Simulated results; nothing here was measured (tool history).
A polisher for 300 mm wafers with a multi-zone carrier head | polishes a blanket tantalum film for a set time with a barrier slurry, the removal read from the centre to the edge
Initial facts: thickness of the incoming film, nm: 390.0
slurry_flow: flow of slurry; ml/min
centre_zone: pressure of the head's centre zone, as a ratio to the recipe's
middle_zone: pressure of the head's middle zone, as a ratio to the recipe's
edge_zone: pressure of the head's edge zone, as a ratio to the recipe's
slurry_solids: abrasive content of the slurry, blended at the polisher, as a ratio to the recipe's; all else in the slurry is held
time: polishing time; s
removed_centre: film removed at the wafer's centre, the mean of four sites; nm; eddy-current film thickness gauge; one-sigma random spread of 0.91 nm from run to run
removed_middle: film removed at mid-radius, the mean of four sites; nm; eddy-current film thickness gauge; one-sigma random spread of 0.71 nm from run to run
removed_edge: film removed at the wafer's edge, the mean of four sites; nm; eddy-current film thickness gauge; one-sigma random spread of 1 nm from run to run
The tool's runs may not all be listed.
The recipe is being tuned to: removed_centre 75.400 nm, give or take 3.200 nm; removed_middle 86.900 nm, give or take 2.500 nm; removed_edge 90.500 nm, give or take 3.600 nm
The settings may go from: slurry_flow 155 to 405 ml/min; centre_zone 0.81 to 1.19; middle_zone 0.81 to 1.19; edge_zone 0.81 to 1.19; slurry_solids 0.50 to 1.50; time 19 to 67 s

run 1 hour=0.0 | slurry_flow=260 centre_zone=1.00 middle_zone=1.00 edge_zone=1.00 slurry_solids=1.00 time=43 | removed_centre=108.500 removed_middle=110.310 removed_edge=115.580
run 2 hour=8.4 | slurry_flow=260 centre_zone=1.00 middle_zone=1.03 edge_zone=1.00 slurry_solids=1.00 time=43 | removed_centre=106.200 removed_middle=113.280 removed_edge=115.000
run 3 hour=13.0 | slurry_flow=255 centre_zone=0.97 middle_zone=1.02 edge_zone=0.98 slurry_solids=0.90 time=43 | removed_centre=102.640 removed_middle=109.430 removed_edge=110.850
run 4 hour=15.1 | slurry_flow=255 centre_zone=0.97 middle_zone=1.02 edge_zone=0.95 slurry_solids=0.90 time=43 | removed_centre=102.820 removed_middle=110.920 removed_edge=108.560
run 5 hour=18.5 | slurry_flow=255 centre_zone=0.97 middle_zone=1.02 edge_zone=0.95 slurry_solids=0.90 time=53 | removed_centre=126.470 removed_middle=135.390 removed_edge=137.350
run 6 hour=24.1 | slurry_flow=250 centre_zone=0.94 middle_zone=1.01 edge_zone=0.95 slurry_solids=0.85 time=51 | removed_centre=116.630 removed_middle=127.510 removed_edge=129.120
run 7 hour=25.6 | slurry_flow=215 centre_zone=0.84 middle_zone=0.91 edge_zone=0.93 slurry_solids=0.60 time=39 | removed_centre=72.938 removed_middle=82.600 removed_edge=90.326
run 8 hour=30.6 | slurry_flow=220 centre_zone=0.84 middle_zone=0.92 edge_zone=0.93 slurry_solids=0.60 time=39 | removed_centre=71.827 removed_middle=82.281 removed_edge=87.467
run 9 hour=31.2 | slurry_flow=220 centre_zone=0.84 middle_zone=0.93 edge_zone=0.94 slurry_solids=0.60 time=39 | removed_centre=74.579 removed_middle=83.447 removed_edge=89.649

Which one of the following 5 next-run settings gets every result inside its allowed miss? There is exactly one.
run A hour=31.8 | slurry_flow=275 centre_zone=0.88 middle_zone=0.85 edge_zone=0.91 slurry_solids=0.55 time=40 | removed_centre=? removed_middle=? removed_edge=?
run B hour=31.8 | slurry_flow=205 centre_zone=0.82 middle_zone=0.89 edge_zone=0.94 slurry_solids=0.55 time=40 | removed_centre=? removed_middle=? removed_edge=?
run C hour=31.8 | slurry_flow=205 centre_zone=0.85 middle_zone=0.93 edge_zone=0.88 slurry_solids=0.85 time=38 | removed_centre=? removed_middle=? removed_edge=?
run D hour=31.8 | slurry_flow=225 centre_zone=0.92 middle_zone=0.90 edge_zone=1.07 slurry_solids=0.50 time=39 | removed_centre=? removed_middle=? removed_edge=?
run E hour=31.8 | slurry_flow=215 centre_zone=0.86 middle_zone=0.83 edge_zone=0.96 slurry_solids=0.60 time=38 | removed_centre=? removed_middle=? removed_edge=?

move=A removed_centre=77.885 removed_middle=80.442 removed_edge=91.629
move=B removed_centre=69.368 removed_middle=80.265 removed_edge=90.202
move=C removed_centre=74.675 removed_middle=86.401 removed_edge=90.768
move=D removed_centre=75.726 removed_middle=78.556 removed_edge=92.834
move=E removed_centre=70.938 removed_middle=73.813 removed_edge=88.650
A: lands further from the targets than the last run did
B: lands further from the targets than the last run did
C: every result lands within tolerance
D: lands further from the targets than the last run did
E: lands further from the targets than the last run did
So the answer is move C, the one that meets all the targets.
